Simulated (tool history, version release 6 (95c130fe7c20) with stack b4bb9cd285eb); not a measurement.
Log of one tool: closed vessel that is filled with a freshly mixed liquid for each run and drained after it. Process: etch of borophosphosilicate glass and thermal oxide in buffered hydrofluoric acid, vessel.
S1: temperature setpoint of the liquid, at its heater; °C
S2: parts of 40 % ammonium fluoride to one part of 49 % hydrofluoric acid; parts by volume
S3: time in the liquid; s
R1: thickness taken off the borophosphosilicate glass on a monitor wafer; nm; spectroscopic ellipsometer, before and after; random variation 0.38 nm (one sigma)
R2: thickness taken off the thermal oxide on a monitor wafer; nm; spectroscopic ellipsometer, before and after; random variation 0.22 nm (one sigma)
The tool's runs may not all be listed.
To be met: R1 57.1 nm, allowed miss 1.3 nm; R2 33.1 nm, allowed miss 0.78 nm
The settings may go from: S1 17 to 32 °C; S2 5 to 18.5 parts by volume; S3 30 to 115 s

Run 1, day 0: S1 24 °C, S2 11.5 parts by volume, S3 60 s. Result: R1 119.21 nm, R2 69.647 nm.
Run 2, day 0.279: S1 21 °C, S2 11.5 parts by volume, S3 60 s. Result: R1 103.11 nm, R2 58.276 nm.
Run 3, day 0.546: S1 21 °C, S2 14.5 parts by volume, S3 60 s. Result: R1 80.909 nm, R2 47.162 nm.
Run 4, day 0.767: S1 21 °C, S2 14.5 parts by volume, S3 50 s. Result: R1 68.255 nm, R2 39.086 nm.
Run 5, day 0.9: S1 20.5 °C, S2 14.5 parts by volume, S3 50 s. Result: R1 65.618 nm, R2 38.068 nm.
Run 6, day 1.1: S1 20 °C, S2 14.5 parts by volume, S3 50 s. Result: R1 64.193 nm, R2 37.16 nm.
Run 7, day 1.475: S1 19.5 °C, S2 14.5 parts by volume, S3 50 s. Result: R1 62.17 nm, R2 36.134 nm.
Run 8, day 1.621: S1 19 °C, S2 14.5 parts by volume, S3 50 s. Result: R1 60.488 nm, R2 34.599 nm.

5 next moves are on the table. One of them brings every result within its allowed miss. Which?
Run A, day 1.767: S1 18.5 °C, S2 18 parts by volume, S3 60 s. Result: R1 ?, R2 ?.
Run B, day 1.767: S1 20 °C, S2 15.5 parts by volume, S3 45 s. Result: R1 ?, R2 ?.
Run C, day 1.767: S1 17 °C, S2 13 parts by volume, S3 45 s. Result: R1 ?, R2 ?.
Run D, day 1.767: S1 18 °C, S2 14 parts by volume, S3 45 s. Result: R1 ?, R2 ?.
Run E, day 1.767: S1 20.5 °C, S2 17.5 parts by volume, S3 50 s. Result: R1 ?, R2 ?.

move      R1      R2
   A  57.337  33.001
   B  54.162  31.183
   C  54.579  31.333
   D  53.633  30.824
   E  54.856  31.608
A: meets every target
B: takes the result that was furthest off past its target
C: takes the result that was furthest off past its target
D: takes the result that was furthest off past its target
E: takes the result that was furthest off past its target
Answer: A

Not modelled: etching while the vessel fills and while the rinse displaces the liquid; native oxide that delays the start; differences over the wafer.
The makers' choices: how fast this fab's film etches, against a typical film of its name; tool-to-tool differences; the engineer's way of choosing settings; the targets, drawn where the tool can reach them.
